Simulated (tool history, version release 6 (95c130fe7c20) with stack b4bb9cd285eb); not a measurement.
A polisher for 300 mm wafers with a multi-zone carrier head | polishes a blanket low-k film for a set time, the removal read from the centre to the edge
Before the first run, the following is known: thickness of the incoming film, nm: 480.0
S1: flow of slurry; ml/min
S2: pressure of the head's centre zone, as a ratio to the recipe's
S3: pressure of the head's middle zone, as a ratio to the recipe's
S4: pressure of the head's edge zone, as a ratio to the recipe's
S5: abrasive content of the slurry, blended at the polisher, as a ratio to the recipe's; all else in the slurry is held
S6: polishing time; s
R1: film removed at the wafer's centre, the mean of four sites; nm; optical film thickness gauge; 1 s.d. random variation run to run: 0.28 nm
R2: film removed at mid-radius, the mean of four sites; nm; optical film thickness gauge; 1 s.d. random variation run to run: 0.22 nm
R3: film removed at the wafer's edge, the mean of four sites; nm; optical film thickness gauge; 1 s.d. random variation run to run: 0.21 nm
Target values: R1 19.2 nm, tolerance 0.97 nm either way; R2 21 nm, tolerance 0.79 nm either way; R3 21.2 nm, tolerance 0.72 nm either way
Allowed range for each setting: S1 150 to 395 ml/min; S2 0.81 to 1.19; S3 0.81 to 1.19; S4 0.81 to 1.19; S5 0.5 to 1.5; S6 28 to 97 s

run,hour,S1,S2,S3,S4,S5,S6,R1,R2,R3
1,0,250,1,1,1,1,62,39.572,38.439,40.547
2,2.1,250,1,1,1,1,47,29.3,29.101,30.211
3,4.6,250,1.06,1,1,1,47,31.612,28.405,30.68
4,5.4,250,1.1,1,1,1,47,31.693,29.559,30.727
# hour 6.9: edge zone pressure recalibrated
5,6.9,250,1.16,1,1,1,47,34.49,29.075,29.783
6,12.5,250,1.16,1,1,0.9,47,31.9,27.172,27.654
7,21.6,250,1.16,1,1,0.9,47,31.576,27.154,28.101
8,26.2,245,1.1,1.01,0.98,0.8,46,26.314,24.368,25.057
9,32.6,235,1.06,1.01,0.94,0.75,46,24.76,23.42,22.722

Exactly one of the 4 candidate moves below puts every result within its allowed miss. Which one?
A,39,265,1,1.01,1.18,0.8,36,?,?,?
B,39,270,0.87,1.07,1.09,0.65,45,?,?,?
C,39,325,0.89,1.06,1.01,0.65,53,?,?,?
D,39,170,0.95,1.04,0.99,0.85,39,?,?,?

move,R1,R2,R3
A,19.291,19.369,20.858
B,17.304,21.001,20.631
C,21.26,24.971,23.718
D,19.551,21.34,20.805
A: gets the furthest-off result to its target, but another result is out of tolerance
B: takes the biggest miss from the last run beyond its target
C: moves toward the targets from the last run without getting all of them in spec
D: in spec on every target
D is the move that brings every result within its allowed miss.

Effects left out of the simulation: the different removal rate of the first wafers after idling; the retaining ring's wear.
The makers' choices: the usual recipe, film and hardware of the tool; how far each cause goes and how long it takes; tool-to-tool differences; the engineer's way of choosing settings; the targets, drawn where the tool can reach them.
